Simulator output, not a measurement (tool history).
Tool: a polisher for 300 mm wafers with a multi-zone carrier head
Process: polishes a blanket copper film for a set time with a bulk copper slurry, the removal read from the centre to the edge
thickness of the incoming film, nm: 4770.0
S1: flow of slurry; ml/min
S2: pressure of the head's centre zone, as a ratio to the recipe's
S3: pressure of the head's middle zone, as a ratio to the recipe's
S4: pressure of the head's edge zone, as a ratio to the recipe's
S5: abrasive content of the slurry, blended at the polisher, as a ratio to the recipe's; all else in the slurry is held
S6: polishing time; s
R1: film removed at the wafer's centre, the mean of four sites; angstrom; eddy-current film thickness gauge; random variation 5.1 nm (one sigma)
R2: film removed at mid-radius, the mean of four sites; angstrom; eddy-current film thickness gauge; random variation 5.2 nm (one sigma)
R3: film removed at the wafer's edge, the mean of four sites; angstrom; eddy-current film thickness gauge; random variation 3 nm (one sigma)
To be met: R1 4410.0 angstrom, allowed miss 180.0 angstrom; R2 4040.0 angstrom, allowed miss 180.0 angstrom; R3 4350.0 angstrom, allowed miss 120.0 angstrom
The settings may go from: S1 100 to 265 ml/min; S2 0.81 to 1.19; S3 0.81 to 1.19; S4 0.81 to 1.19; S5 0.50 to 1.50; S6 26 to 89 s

run	hour	S1	S2	S3	S4	S5	S6	R1	R2	R3
1	0.0	170	1.00	1.00	1.00	1.00	57	5216.6	5163.7	5689.5
2	4.4	165	1.01	0.99	0.98	0.90	56	5169.7	4974.4	5419.6
3	5.0	160	1.00	0.98	0.96	0.85	55	4817.6	4720.6	5202.5
4	12.7	155	1.01	0.97	0.94	0.80	55	4786.8	4609.2	5107.7
# hour 18.1: edge zone pressure recalibrated
5	18.1	155	1.02	0.97	0.92	0.75	54	4761.5	4493.6	4745.3
6	26.9	150	1.02	0.96	0.91	0.75	54	4726.6	4425.8	4632.7
7	34.8	145	1.02	0.95	0.91	0.75	54	4678.0	4289.7	4634.5
8	37.8	115	1.01	0.94	0.84	0.65	54	4375.2	4017.9	4229.1

Which of these 4 next moves meets every target?
A	40.8	120	1.07	0.97	0.84	0.70	52	?	?	?
B	40.8	105	1.02	0.95	0.81	0.60	56	?	?	?
C	40.8	130	1.00	0.90	0.85	0.55	55	?	?	?
D	40.8	105	1.06	1.01	0.81	0.55	54	?	?	?

move	R1	R2	R3
A	4411.1	4071.2	4098.5
B	4251.5	4081.6	4159.8
C	4357.3	4065.3	4321.1
D	4227.9	4084.4	3975.2
A: further off than the last run
B: further off than the last run
C: meets every target
D: further off than the last run
Move C is the one to make.
